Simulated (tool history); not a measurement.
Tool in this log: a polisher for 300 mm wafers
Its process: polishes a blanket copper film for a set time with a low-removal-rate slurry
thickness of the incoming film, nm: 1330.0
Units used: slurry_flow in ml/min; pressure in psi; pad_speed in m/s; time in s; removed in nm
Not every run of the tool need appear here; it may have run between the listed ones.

run	hour	slurry_flow	pressure	pad_speed	slurry_solids	time	removed
1	0	275	2	1.06	1	61	148.24
2	8.5	275	1.9	1.06	1	61	143.85
3	14.8	275	1.9	1.06	1	64	148.83
4	20.1	275	1.9	1.06	0.8	64	146.91
5	20.9	275	1.9	1.24	0.8	64	165.57
6	25.3	275	1.9	1.24	0.9	64	170.88
7	26.5	275	1.7	1.22	0.9	64	154.52

Run 8 comes next. What will it give?
8	33.2	275	1.5	1.22	0.9	64	?

{"run 8": {"removed": 143.51}}

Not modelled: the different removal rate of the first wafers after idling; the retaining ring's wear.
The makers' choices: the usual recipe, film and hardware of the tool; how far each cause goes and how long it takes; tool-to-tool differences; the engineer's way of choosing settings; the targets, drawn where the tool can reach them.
